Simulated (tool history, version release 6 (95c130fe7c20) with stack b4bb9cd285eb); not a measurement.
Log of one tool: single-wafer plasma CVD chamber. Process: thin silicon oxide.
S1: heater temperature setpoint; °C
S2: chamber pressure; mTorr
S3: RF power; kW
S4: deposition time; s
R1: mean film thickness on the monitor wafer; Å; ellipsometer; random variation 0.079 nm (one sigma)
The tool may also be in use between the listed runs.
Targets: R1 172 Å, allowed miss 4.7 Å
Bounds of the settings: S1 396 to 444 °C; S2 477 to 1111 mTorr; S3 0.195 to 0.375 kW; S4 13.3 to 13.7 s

Run 1, hour 0: S1 420 °C, S2 794 mTorr, S3 0.285 kW, S4 13.3 s. Result: R1 238.48 Å.
Run 2, hour 8.6: S1 420 °C, S2 737 mTorr, S3 0.285 kW, S4 13.3 s. Result: R1 223.37 Å.
Run 3, hour 13.9: S1 420 °C, S2 691 mTorr, S3 0.285 kW, S4 13.3 s. Result: R1 208.4 Å.
Run 4, hour 17.3: S1 420 °C, S2 760 mTorr, S3 0.285 kW, S4 13.3 s. Result: R1 229.66 Å.
Run 5, hour 19.6: S1 420 °C, S2 713 mTorr, S3 0.285 kW, S4 13.3 s. Result: R1 215.79 Å.
Run 6, hour 24.2: S1 420 °C, S2 676 mTorr, S3 0.285 kW, S4 13.3 s. Result: R1 204.23 Å.
Run 7, hour 33.1: S1 420 °C, S2 676 mTorr, S3 0.285 kW, S4 13.3 s. Result: R1 201.66 Å.
Run 8, hour 37.2: S1 420 °C, S2 654 mTorr, S3 0.285 kW, S4 13.3 s. Result: R1 196.05 Å.
Run 9, hour 40.2: S1 420 °C, S2 635 mTorr, S3 0.285 kW, S4 13.3 s. Result: R1 188.66 Å.
Run 10, hour 41.5: S1 420 °C, S2 623 mTorr, S3 0.285 kW, S4 13.3 s. Result: R1 184.51 Å.
Run 11, hour 44.7: S1 420 °C, S2 614 mTorr, S3 0.285 kW, S4 13.3 s. Result: R1 182.44 Å.
Run 12, hour 51.1: S1 420 °C, S2 606 mTorr, S3 0.285 kW, S4 13.3 s. Result: R1 180.52 Å.
Run 13, hour 56.4: S1 420 °C, S2 600 mTorr, S3 0.285 kW, S4 13.3 s. Result: R1 179.48 Å.

4 next moves are on the table. One of them brings every result within its allowed miss. Which?
Run A, hour 61.7: S1 414 °C, S2 606 mTorr, S3 0.3 kW, S4 13.3 s. Result: R1 ?.
Run B, hour 61.7: S1 410 °C, S2 600 mTorr, S3 0.255 kW, S4 13.3 s. Result: R1 ?.
Run C, hour 61.7: S1 405 °C, S2 606 mTorr, S3 0.255 kW, S4 13.7 s. Result: R1 ?.
Run D, hour 61.7: S1 422 °C, S2 625 mTorr, S3 0.27 kW, S4 13.5 s. Result: R1 ?.

move      R1
   A  185.57
   B  175.01
   C  182.89
   D  187.43
A: further off than the last run
B: meets every target
C: further off than the last run
D: further off than the last run
The right move is B.

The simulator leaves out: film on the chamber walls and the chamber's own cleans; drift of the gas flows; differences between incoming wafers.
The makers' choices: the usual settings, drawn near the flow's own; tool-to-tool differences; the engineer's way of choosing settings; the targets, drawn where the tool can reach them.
